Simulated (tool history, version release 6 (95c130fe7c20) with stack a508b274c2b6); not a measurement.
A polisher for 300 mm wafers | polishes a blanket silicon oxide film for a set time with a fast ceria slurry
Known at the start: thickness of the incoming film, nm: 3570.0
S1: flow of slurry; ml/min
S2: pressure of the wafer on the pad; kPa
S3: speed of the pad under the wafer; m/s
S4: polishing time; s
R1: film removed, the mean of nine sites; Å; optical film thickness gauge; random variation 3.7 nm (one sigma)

Run 1, hour 0: S1 190 ml/min, S2 18.6 kPa, S3 0.96 m/s, S4 63 s. Result: R1 7597.3 Å.
Run 2, hour 8.3: S1 190 ml/min, S2 18.6 kPa, S3 0.82 m/s, S4 63 s. Result: R1 6566.5 Å.
Run 3, hour 10.6: S1 190 ml/min, S2 22.1 kPa, S3 0.82 m/s, S4 63 s. Result: R1 7262.7 Å.
Run 4, hour 18.9: S1 190 ml/min, S2 22.1 kPa, S3 0.68 m/s, S4 63 s. Result: R1 6153.1 Å.
Run 5, hour 20.2: S1 190 ml/min, S2 18.6 kPa, S3 0.68 m/s, S4 63 s. Result: R1 5434.6 Å.
Run 6, hour 26.3: S1 185 ml/min, S2 18.6 kPa, S3 0.68 m/s, S4 63 s. Result: R1 5490.8 Å.

Forecast run 7:
Run 7, hour 34.3: S1 185 ml/min, S2 17.9 kPa, S3 0.68 m/s, S4 63 s. Result: R1 ?.

Run 7 gave R1 5300.6 Å.
